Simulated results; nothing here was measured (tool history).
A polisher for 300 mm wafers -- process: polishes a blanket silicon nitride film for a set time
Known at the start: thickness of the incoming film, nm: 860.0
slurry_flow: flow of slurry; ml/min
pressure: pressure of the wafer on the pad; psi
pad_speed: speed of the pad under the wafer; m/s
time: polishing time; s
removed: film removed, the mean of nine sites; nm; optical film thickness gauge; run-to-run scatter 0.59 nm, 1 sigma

run,hour,slurry_flow,pressure,pad_speed,time,removed
1,0.0,220,3.2,1.42,73,125.600
2,4.7,220,2.7,1.42,73,106.820
3,6.4,265,2.7,1.42,73,111.390
4,9.7,265,2.2,1.42,73,91.843
5,11.0,255,2.0,1.30,73,77.372
6,17.3,305,2.0,1.30,73,78.962

Predict the results of run 7:
7,24.8,300,1.4,0.90,73,?

removed: 40.990 nm
